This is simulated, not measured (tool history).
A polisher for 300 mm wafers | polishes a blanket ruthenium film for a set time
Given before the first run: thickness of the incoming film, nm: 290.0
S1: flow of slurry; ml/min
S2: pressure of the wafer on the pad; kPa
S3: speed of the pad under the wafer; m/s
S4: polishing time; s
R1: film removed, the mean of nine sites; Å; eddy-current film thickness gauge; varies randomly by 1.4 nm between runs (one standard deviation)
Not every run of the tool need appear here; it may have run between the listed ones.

run,hour,S1,S2,S3,S4,R1
1,0.0,130,11.0,1.08,78,726.76
2,1.2,130,11.0,0.84,78,556.21
3,9.2,130,11.0,0.60,78,405.74
4,17.5,135,12.4,0.66,78,493.63
5,19.4,115,12.4,0.66,78,480.76
6,20.3,120,13.1,0.74,78,574.31
# hour 27.2: head pressure recalibrated
7,27.2,125,13.8,0.80,78,708.79
8,28.4,135,14.5,0.80,78,764.06
9,33.0,135,14.5,0.80,78,765.12

What does the tool deliver on the next run?
10,39.8,140,15.2,0.80,78,?

R1: 788.17 Å
